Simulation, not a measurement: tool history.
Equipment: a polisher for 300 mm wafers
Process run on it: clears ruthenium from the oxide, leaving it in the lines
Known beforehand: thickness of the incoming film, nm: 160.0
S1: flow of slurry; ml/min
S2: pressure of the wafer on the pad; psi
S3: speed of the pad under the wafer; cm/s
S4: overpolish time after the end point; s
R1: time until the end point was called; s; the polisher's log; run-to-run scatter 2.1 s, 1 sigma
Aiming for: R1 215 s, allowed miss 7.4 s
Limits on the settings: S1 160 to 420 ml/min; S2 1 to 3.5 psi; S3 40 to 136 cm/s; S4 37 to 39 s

| run | day | S1 | S2 | S3 | S4 | R1 |
|---|---|---|---|---|---|---|
| 1 | 0 | 270 | 2.2 | 88 | 37 | 143.78 |
| 2 | 0.329 | 270 | 2.4 | 88 | 37 | 130.67 |
| 3 | 0.554 | 325 | 2.4 | 88 | 37 | 129.28 |
| 4 | 0.583 | 325 | 2.1 | 88 | 37 | 149.02 |
| 5 | 0.608 | 325 | 1.6 | 88 | 37 | 195.21 |
| 6 | 0.646 | 325 | 1.6 | 106 | 37 | 162.87 |
| 7 | 0.742 | 325 | 1.5 | 106 | 37 | 173.96 |
| 8 | 0.975 | 320 | 1 | 106 | 37 | 252.16 |
| 9 | 1.183 | 335 | 1 | 106 | 37 | 252.32 |

Of the 5 settings listed for the next run, only one would bring every result within its allowed miss of target. Which one?
| A | 1.392 | 415 | 1.4 | 98 | 37 | ? |
| B | 1.392 | 265 | 1.2 | 100 | 39 | ? |
| C | 1.392 | 325 | 1 | 90 | 39 | ? |
| D | 1.392 | 355 | 1 | 124 | 37 | ? |
| E | 1.392 | 400 | 1.1 | 102 | 39 | ? |

| move | R1 |
|---|---|
| A | 194.83 |
| B | 228.45 |
| C | 295.73 |
| D | 215.03 |
| E | 236.06 |
A: takes the result that was furthest off past its target
B: moves toward the targets from the last run without getting all of them in spec
C: lands further from the targets than the last run did
D: each result inside its tolerance
E: moves toward the targets from the last run without getting all of them in spec
The right move is D.
